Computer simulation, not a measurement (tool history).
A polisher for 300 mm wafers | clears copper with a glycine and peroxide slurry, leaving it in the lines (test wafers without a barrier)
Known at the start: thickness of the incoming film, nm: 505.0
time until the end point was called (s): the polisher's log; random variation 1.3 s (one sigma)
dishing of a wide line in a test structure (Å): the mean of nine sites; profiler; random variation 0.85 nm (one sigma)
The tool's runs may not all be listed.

run	day	flow of slurry (ml/min)	pressure of the wafer on the pad (kPa)	speed of the pad under the wafer (m/s)	overpolish time after the end point (s)	time until the end point was called (s)	dishing of a wide line in a test structure (Å)
1	0.000	215	17.2	1.24	27	101.080	702.75
2	0.067	215	16.5	1.24	25	104.280	657.99
3	0.367	215	16.5	1.24	32	106.150	756.03
4	0.612	215	15.9	1.24	29	109.410	669.76
5	0.917	215	20.0	1.24	29	89.325	794.41
6	1.092	215	15.9	1.24	29	110.800	700.83

The next listed run, before its measurement:
# day 1.354: worn pad replaced by a new one
7	1.354	215	15.2	1.24	26	?	?

{"run 7": {"time until the end point was called (s)": 105.38, "dishing of a wide line in a test structure (Å)": 680.37}}
